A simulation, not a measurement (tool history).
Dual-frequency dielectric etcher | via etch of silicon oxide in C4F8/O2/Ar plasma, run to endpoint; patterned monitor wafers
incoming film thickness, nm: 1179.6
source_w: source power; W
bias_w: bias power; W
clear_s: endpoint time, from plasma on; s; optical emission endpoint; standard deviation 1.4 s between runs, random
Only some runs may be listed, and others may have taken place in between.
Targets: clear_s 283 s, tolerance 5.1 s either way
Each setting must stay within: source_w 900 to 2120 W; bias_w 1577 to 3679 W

run,hour,source_w,bias_w,clear_s
1,0,1510,2628,238.44
2,7.8,1510,2959,229.57
3,8.4,1430,2883,235.14
4,9.3,1200,2883,247.84
5,15.9,1160,2802,250.59
6,22.5,1120,2708,254.25
7,28.4,1120,2708,254.46
8,37,1090,2610,258.02
9,41.1,1060,2518,262.73
10,42.1,1040,2455,264.83
11,47.2,1020,2394,266.62
12,49.6,1000,2332,272.57
13,52.9,990,2309,272.22
14,54.4,980,2279,276.6
15,55,970,2268,277.23
16,61.4,960,2258,276.26

5 candidate next runs follow, results not yet known. Just one meets every target within its allowed miss. Identify it.
A,67.8,900,2586,?
B,67.8,950,2112,?
C,67.8,970,2525,?
D,67.8,1060,2573,?
E,67.8,1140,2426,?

move,clear_s
A,270.77
B,282.2
C,268.12
D,261.49
E,261.14
A: further off than the last run
B: hits every target within its allowed miss
C: further off than the last run
D: further off than the last run
E: further off than the last run
Go with B: it meets all targets.
